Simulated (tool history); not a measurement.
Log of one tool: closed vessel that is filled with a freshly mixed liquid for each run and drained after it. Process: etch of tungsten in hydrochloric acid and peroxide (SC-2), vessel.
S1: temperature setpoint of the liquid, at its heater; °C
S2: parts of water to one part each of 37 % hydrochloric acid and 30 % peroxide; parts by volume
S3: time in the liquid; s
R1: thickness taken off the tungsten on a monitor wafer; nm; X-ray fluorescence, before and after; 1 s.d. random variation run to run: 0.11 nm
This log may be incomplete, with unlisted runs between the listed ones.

| run | hour | S1 | S2 | S3 | R1 |
|---|---|---|---|---|---|
| 1 | 0 | 48 | 7.5 | 30 | 12.016 |
| 2 | 8.3 | 51 | 7.5 | 30 | 14.442 |
| 3 | 9.4 | 51.5 | 7.5 | 30 | 14.858 |
| 4 | 14.7 | 51.5 | 10 | 30 | 11.923 |
| 5 | 18.2 | 51.5 | 10 | 30 | 11.796 |
| 6 | 18.7 | 52.5 | 10 | 30 | 12.716 |

Estimate the outcome of run 7 from the log above:
| 7 | 26.5 | 53.5 | 10 | 30 | ? |

Run 7 measured R1 13.653 nm.

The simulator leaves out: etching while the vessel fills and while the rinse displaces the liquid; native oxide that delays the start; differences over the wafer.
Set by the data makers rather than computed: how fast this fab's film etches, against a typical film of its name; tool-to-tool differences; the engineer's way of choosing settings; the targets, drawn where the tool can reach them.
